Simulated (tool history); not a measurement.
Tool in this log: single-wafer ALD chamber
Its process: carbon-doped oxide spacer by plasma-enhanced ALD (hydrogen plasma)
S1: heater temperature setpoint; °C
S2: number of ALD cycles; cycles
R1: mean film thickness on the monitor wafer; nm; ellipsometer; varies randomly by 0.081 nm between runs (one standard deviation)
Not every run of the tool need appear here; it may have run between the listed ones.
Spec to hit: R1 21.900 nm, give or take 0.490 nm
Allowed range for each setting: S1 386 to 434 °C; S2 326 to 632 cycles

Run 1, hour 0.0: S1 410 °C, S2 479 cycles. Result: R1 23.873 nm.
Run 2, hour 8.7: S1 410 °C, S2 539 cycles. Result: R1 27.059 nm.
Run 3, hour 16.2: S1 412 °C, S2 523 cycles. Result: R1 26.134 nm.
Run 4, hour 21.4: S1 412 °C, S2 590 cycles. Result: R1 29.488 nm.
Run 5, hour 24.3: S1 414 °C, S2 564 cycles. Result: R1 27.803 nm.
At hour 31.6: thermocouple changed; heater temperature recalibrated.
Run 6, hour 31.6: S1 414 °C, S2 601 cycles. Result: R1 30.382 nm.
Run 7, hour 32.2: S1 414 °C, S2 601 cycles. Result: R1 30.306 nm.
Run 8, hour 37.1: S1 426 °C, S2 524 cycles. Result: R1 25.362 nm.
Run 9, hour 38.9: S1 426 °C, S2 510 cycles. Result: R1 24.737 nm.
Run 10, hour 45.3: S1 426 °C, S2 499 cycles. Result: R1 24.492 nm.
Run 11, hour 49.7: S1 426 °C, S2 488 cycles. Result: R1 23.693 nm.

Of the 5 settings listed for the next run, only one would bring every result within its allowed miss of target. Which one?
Run A, hour 54.1: S1 426 °C, S2 528 cycles. Result: R1 ?.
Run B, hour 54.1: S1 422 °C, S2 546 cycles. Result: R1 ?.
Run C, hour 54.1: S1 423 °C, S2 443 cycles. Result: R1 ?.
Run D, hour 54.1: S1 427 °C, S2 555 cycles. Result: R1 ?.
Run E, hour 54.1: S1 424 °C, S2 546 cycles. Result: R1 ?.

move      R1
   A  25.740
   B  26.921
   C  21.781
   D  26.980
   E  26.769
A: lands further from the targets than the last run did
B: lands further from the targets than the last run did
C: every result within its allowed miss
D: lands further from the targets than the last run did
E: lands further from the targets than the last run did
Go with C: it meets all targets.
